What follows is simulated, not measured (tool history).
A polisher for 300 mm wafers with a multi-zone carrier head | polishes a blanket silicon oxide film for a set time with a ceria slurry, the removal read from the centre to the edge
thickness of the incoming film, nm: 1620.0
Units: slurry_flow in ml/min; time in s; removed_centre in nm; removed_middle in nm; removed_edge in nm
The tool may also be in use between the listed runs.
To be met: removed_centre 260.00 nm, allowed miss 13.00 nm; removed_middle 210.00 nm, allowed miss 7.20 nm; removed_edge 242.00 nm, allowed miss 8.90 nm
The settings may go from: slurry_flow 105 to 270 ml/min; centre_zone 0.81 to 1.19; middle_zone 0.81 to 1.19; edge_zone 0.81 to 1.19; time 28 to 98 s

run 1 day=0.000 | slurry_flow=175 centre_zone=1.00 middle_zone=1.00 edge_zone=1.00 time=63 | removed_centre=286.41 removed_middle=291.33 removed_edge=294.35
run 2 day=0.179 | slurry_flow=175 centre_zone=1.00 middle_zone=1.06 edge_zone=1.00 time=63 | removed_centre=287.83 removed_middle=306.12 removed_edge=298.59
run 3 day=0.308 | slurry_flow=140 centre_zone=1.00 middle_zone=1.06 edge_zone=1.00 time=63 | removed_centre=278.22 removed_middle=287.64 removed_edge=289.12
run 4 day=0.579 | slurry_flow=140 centre_zone=1.00 middle_zone=1.13 edge_zone=1.00 time=63 | removed_centre=274.45 removed_middle=309.60 removed_edge=295.98
run 5 day=0.604 | slurry_flow=140 centre_zone=1.00 middle_zone=1.13 edge_zone=0.95 time=63 | removed_centre=273.79 removed_middle=311.08 removed_edge=282.00
run 6 day=0.692 | slurry_flow=125 centre_zone=1.00 middle_zone=1.13 edge_zone=0.95 time=63 | removed_centre=262.83 removed_middle=302.31 removed_edge=275.38
run 7 day=0.942 | slurry_flow=120 centre_zone=1.01 middle_zone=1.07 edge_zone=0.96 time=62 | removed_centre=262.06 removed_middle=279.94 removed_edge=270.54
run 8 day=1.275 | slurry_flow=115 centre_zone=1.03 middle_zone=1.02 edge_zone=0.96 time=61 | removed_centre=261.43 removed_middle=265.03 removed_edge=263.94
run 9 day=1.617 | slurry_flow=115 centre_zone=1.05 middle_zone=0.98 edge_zone=0.97 time=60 | removed_centre=267.98 removed_middle=249.44 removed_edge=258.61
run 10 day=1.979 | slurry_flow=115 centre_zone=1.05 middle_zone=0.95 edge_zone=0.97 time=59 | removed_centre=258.03 removed_middle=241.17 removed_edge=259.81
run 11 day=2.083 | slurry_flow=115 centre_zone=1.07 middle_zone=0.93 edge_zone=0.96 time=58 | removed_centre=258.78 removed_middle=235.10 removed_edge=255.88
run 12 day=2.283 | slurry_flow=115 centre_zone=1.09 middle_zone=0.91 edge_zone=0.95 time=57 | removed_centre=257.25 removed_middle=222.73 removed_edge=244.68
-- day=2.629 worn pad replaced by a new one
run 13 day=2.629 | slurry_flow=115 centre_zone=1.10 middle_zone=0.90 edge_zone=0.95 time=57 | removed_centre=283.81 removed_middle=240.96 removed_edge=270.34
run 14 day=2.854 | slurry_flow=115 centre_zone=1.10 middle_zone=0.88 edge_zone=0.93 time=56 | removed_centre=272.37 removed_middle=226.71 removed_edge=261.13
run 15 day=3.004 | slurry_flow=115 centre_zone=1.11 middle_zone=0.88 edge_zone=0.94 time=55 | removed_centre=270.44 removed_middle=228.42 removed_edge=261.85

5 next moves are on the table. One of them brings every result within its allowed miss. Which?
run A day=3.154 | slurry_flow=120 centre_zone=1.08 middle_zone=0.82 edge_zone=0.86 time=53 | removed_centre=? removed_middle=? removed_edge=?
run B day=3.154 | slurry_flow=120 centre_zone=1.02 middle_zone=1.06 edge_zone=0.88 time=54 | removed_centre=? removed_middle=? removed_edge=?
run C day=3.154 | slurry_flow=105 centre_zone=1.08 middle_zone=0.89 edge_zone=0.93 time=57 | removed_centre=? removed_middle=? removed_edge=?
run D day=3.154 | slurry_flow=120 centre_zone=1.04 middle_zone=0.90 edge_zone=0.95 time=63 | removed_centre=? removed_middle=? removed_edge=?
run E day=3.154 | slurry_flow=165 centre_zone=0.97 middle_zone=0.89 edge_zone=0.99 time=56 | removed_centre=? removed_middle=? removed_edge=?

move=A removed_centre=251.90 removed_middle=211.38 removed_edge=240.06
move=B removed_centre=242.70 removed_middle=266.90 removed_edge=246.36
move=C removed_centre=261.08 removed_middle=235.34 removed_edge=261.37
move=D removed_centre=288.42 removed_middle=271.29 removed_edge=298.40
move=E removed_centre=256.83 removed_middle=254.66 removed_edge=283.08
A: meets every target
B: further off than the last run
C: further off than the last run
D: further off than the last run
E: further off than the last run
Move A is the one to make.
